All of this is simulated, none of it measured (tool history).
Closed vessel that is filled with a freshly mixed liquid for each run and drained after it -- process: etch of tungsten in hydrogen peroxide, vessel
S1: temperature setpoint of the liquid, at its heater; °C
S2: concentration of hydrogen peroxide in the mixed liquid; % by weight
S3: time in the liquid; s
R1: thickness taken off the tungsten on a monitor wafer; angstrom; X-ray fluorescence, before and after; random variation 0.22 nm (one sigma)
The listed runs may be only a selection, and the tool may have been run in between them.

run	day	S1	S2	S3	R1
1	0.000	56.0	15.5	30	528.32
2	0.146	56.0	13.0	30	471.31
3	0.321	56.0	15.0	30	509.45
4	0.425	49.0	15.0	30	330.37
5	0.571	49.0	15.0	30	333.67
6	0.883	55.5	15.0	30	497.74

Predict the results of run 7:
# day 1.179: peroxide flow meter replaced
7	1.179	54.5	15.0	30	?

{"run 7": {"R1": 491.24}}

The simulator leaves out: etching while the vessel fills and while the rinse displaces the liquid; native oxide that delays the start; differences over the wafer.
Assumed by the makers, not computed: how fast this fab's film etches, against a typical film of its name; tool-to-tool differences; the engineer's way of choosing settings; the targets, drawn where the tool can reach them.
